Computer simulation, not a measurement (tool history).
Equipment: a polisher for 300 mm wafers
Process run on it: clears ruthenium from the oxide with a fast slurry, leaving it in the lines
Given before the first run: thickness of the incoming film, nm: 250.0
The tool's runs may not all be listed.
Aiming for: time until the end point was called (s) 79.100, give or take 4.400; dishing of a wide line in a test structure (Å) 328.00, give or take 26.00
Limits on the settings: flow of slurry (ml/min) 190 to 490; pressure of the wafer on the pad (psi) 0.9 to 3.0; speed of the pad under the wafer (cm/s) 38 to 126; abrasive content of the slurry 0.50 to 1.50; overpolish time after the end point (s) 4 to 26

run,hour,flow of slurry (ml/min),pressure of the wafer on the pad (psi),speed of the pad under the wafer (cm/s),abrasive content of the slurry,overpolish time after the end point (s),time until the end point was called (s),dishing of a wide line in a test structure (Å)
1,0.0,315,1.9,82,1.00,13,110.760,253.71
2,7.8,315,2.3,82,1.00,13,96.551,290.87
3,13.8,315,2.4,82,1.00,13,95.479,297.33
4,17.3,315,2.5,82,1.00,13,92.248,299.84
5,26.1,315,2.6,82,1.00,13,91.030,317.70
6,29.4,315,2.6,82,1.00,15,90.968,359.99
7,32.6,315,2.9,82,1.00,11,86.344,287.31
8,37.6,315,2.9,84,1.00,11,80.869,299.73

Exercise: of the 4 proposed moves below, exactly one satisfies all targets within the stated allowed misses. Which move is it?
A,42.6,270,3.0,102,1.05,10,?,?
B,42.6,315,3.0,86,1.00,12,?,?
C,42.6,305,3.0,100,0.95,13,?,?
D,42.6,445,3.0,88,1.20,14,?,?

move,time until the end point was called (s),dishing of a wide line in a test structure (Å)
A,66.367,316.23
B,77.083,325.69
C,68.549,388.42
D,69.957,407.21
A: brings the result that was furthest off to its target, and leaves another outside
B: all results land within tolerance of their targets
C: the result that was furthest off in the last run now lies on the other side of its target
D: the result that was furthest off in the last run now lies on the other side of its target
Correct choice: B, which meets every target
